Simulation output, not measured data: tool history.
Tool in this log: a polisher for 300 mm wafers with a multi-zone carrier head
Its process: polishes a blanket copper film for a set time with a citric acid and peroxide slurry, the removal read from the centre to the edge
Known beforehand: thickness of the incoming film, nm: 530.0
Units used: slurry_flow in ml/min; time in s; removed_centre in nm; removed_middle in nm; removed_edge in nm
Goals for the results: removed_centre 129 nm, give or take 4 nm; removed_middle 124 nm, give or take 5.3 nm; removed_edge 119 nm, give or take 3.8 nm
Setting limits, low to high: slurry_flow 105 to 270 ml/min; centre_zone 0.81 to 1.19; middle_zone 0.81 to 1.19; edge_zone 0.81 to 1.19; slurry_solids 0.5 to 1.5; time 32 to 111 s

run  hour  slurry_flow  centre_zone  middle_zone  edge_zone  slurry_solids  time  removed_centre  removed_middle  removed_edge
  1     0          175            1            1          1              1    71          183.78          166.04        176.08
  2   2.9          175         0.99         1.01       0.96           0.85    67          167.97          149.37         154.5
  3   4.5          170         0.96         1.02       0.92           0.75    66          157.31          147.98           143
  4   8.7          170         1.03         1.02       0.92           0.75    66          167.47             147        145.91
  5   9.9          160         0.98            1        0.9            0.7    65           155.2          141.41         139.2
  6  13.5          160         0.96         0.99       0.89           0.65    64          147.68          134.07        132.86
     14.1  -- centre zone pressure recalibrated
  7  14.1          155         0.94         0.98       0.87            0.6    64          128.02          126.79        131.89
  8  23.1          160         0.95         0.99       0.86           0.55    63          128.22          126.72        126.06
  9  27.1          160         0.96         0.99       0.85           0.55    63          127.09          127.77        126.71
 10    35          165         1.06         1.01       0.81            0.5    59          131.14          123.26        114.89

Which one of the following 5 next-run settings gets every result inside its allowed miss? There is exactly one.
  A  42.9          140          1.1         0.89       0.82           1.05    54               ?               ?             ?
  B  42.9          155         1.09         1.07       0.81            0.5    58               ?               ?             ?
  C  42.9          180         1.11         1.01       0.83            0.8    50               ?               ?             ?
  D  42.9          120         1.13         1.06       0.81            0.6    62               ?               ?             ?
  E  42.9          175         1.01            1       0.81            0.5    61               ?               ?             ?

move  removed_centre  removed_middle  removed_edge
   A          137.13          109.12        118.59
   B          130.57           121.9         112.1
   C          127.94          111.37        107.97
   D          140.81          126.64        119.18
   E          130.07          123.62        119.78
A: puts the biggest miss on target and leaves a different result outside tolerance
B: misses by more than the last run did
C: misses by more than the last run did
D: puts the biggest miss on target and leaves a different result outside tolerance
E: all results land within tolerance of their targets
E meets every target.
